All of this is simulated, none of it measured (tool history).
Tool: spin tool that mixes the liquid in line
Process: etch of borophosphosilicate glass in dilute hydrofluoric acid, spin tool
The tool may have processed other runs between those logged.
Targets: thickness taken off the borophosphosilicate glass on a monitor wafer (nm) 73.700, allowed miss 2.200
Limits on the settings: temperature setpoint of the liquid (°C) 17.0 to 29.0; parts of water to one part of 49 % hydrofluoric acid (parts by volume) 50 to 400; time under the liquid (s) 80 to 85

run    day  temperature setpoint of the liquid (°C)  parts of water to one part of 49 % hydrofluoric acid (parts by volume)  time under the liquid (s)  thickness taken off the borophosphosilicate glass on a monitor wafer (nm)
  1  0.000                                     21.0                                                                     225                         80                                                                     19.848
  2  0.175                                     21.0                                                                     225                         80                                                                     19.821
  3  0.258                                     23.0                                                                     225                         80                                                                     21.325
  4  0.317                                     23.5                                                                     205                         80                                                                     24.345
  5  0.450                                     24.0                                                                     185                         80                                                                     28.208
  6  0.800                                     24.0                                                                     185                         80                                                                     28.728
  7  1.162                                     24.5                                                                     170                         80                                                                     31.793
  8  1.521                                     25.0                                                                     155                         80                                                                     36.398
  9  1.725                                     25.5                                                                     145                         80                                                                     39.976
 10  1.788                                     26.0                                                                     135                         80                                                                     43.987
 11  1.825                                     26.5                                                                     130                         80                                                                     47.194
 12  1.862                                     27.0                                                                     125                         80                                                                     50.487
 13  2.029                                     27.0                                                                     120                         80                                                                     52.550
 14  2.304                                     27.0                                                                     115                         80                                                                     55.668
 15  2.450                                     27.0                                                                     110                         80                                                                     57.524
 16  2.558                                     27.0                                                                     105                         80                                                                     60.484

Below are 4 possible settings for the next run. Only one of them brings all results inside the allowed miss of their targets. Which is it?
  A  2.667                                     29.0                                                                      95                         85                                                                          ?
  B  2.667                                     25.5                                                                      90                         85                                                                          ?
  C  2.667                                     25.5                                                                      95                         85                                                                          ?
  D  2.667                                     24.0                                                                     115                         80                                                                          ?

move  thickness taken off the borophosphosilicate glass on a monitor wafer (nm)
   A                                                                     78.548
   B                                                                     72.898
   C                                                                     68.618
   D                                                                     49.071
A: carries the result that was furthest off beyond its target, to the other side
B: hits every target within its allowed miss
C: moves toward the targets from the last run without getting all of them in spec
D: the biggest miss grows against the last run
Answer: B
